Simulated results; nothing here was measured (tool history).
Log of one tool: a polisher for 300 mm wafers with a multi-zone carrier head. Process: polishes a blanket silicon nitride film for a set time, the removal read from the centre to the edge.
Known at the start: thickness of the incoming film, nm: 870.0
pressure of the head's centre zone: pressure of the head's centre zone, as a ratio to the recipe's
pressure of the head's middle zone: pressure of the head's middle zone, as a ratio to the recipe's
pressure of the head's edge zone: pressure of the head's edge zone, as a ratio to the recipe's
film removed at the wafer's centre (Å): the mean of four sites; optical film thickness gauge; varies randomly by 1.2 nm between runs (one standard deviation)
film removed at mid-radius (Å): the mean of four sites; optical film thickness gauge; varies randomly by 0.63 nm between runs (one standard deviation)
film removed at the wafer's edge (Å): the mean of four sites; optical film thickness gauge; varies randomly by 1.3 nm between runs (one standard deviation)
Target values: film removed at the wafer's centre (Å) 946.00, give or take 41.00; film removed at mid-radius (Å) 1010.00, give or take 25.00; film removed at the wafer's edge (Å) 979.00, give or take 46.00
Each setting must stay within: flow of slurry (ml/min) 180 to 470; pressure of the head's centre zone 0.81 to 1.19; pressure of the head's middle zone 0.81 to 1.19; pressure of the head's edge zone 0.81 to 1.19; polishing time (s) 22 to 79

run	hour	flow of slurry (ml/min)	pressure of the head's centre zone	pressure of the head's middle zone	pressure of the head's edge zone	polishing time (s)	film removed at the wafer's centre (Å)	film removed at mid-radius (Å)	film removed at the wafer's edge (Å)
1	0.0	300	1.00	1.00	1.00	50	1225.30	1184.30	1202.00
2	7.2	300	0.98	0.99	0.98	49	1174.10	1143.40	1162.80
3	14.5	300	0.92	0.99	0.98	49	1085.10	1136.60	1198.50
4	16.0	300	0.84	0.99	0.98	49	995.13	1131.90	1145.10
5	23.7	275	0.84	0.99	0.98	49	995.70	1121.40	1151.80
6	28.9	275	0.85	0.99	0.96	48	971.37	1109.80	1091.80
7	29.9	270	0.85	0.98	0.95	48	959.29	1093.10	1109.60
8	35.1	270	0.87	0.98	0.93	47	970.45	1069.80	1086.40
9	41.0	265	0.88	0.98	0.92	46	990.43	1055.30	1050.40
10	46.6	265	0.88	0.98	0.92	46	958.64	1047.70	1051.60
11	55.0	265	0.88	0.98	0.92	46	970.24	1046.30	1040.60
12	59.3	260	0.88	0.98	0.91	46	961.30	1038.60	1052.80
13	67.1	260	0.89	0.99	0.90	46	994.36	1063.30	1034.40
14	72.8	255	0.89	0.99	0.89	46	1008.20	1049.40	1031.10
15	78.8	250	0.88	0.99	0.88	46	968.71	1043.40	1037.50
16	82.2	250	0.88	0.99	0.87	46	954.60	1054.80	1010.40
17	86.9	245	0.88	0.99	0.86	46	958.46	1047.30	1025.20
18	95.5	245	0.88	0.99	0.85	46	946.13	1047.80	1030.60
19	102.4	240	0.88	0.99	0.85	46	973.89	1045.50	992.67
20	105.6	235	0.88	0.99	0.85	46	982.07	1041.50	986.58

Consider the 4 candidate settings below. Which is the only one whose results all fall within their allowed miss of target?
A	108.8	365	0.88	0.99	0.91	43	?	?	?
B	108.8	190	0.98	0.92	0.81	45	?	?	?
C	108.8	255	0.88	1.11	0.81	40	?	?	?
D	108.8	210	0.81	0.99	0.90	45	?	?	?

move	film removed at the wafer's centre (Å)	film removed at mid-radius (Å)	film removed at the wafer's edge (Å)
A	935.56	1017.10	995.22
B	1018.10	942.43	944.10
C	842.09	1008.50	857.16
D	851.33	1012.30	997.24
A: meets every target
B: pushes the last run's worst result past its target
C: corrects the largest miss of the last run, while another result sits out of spec
D: corrects the largest miss of the last run, while another result sits out of spec
Answer: A
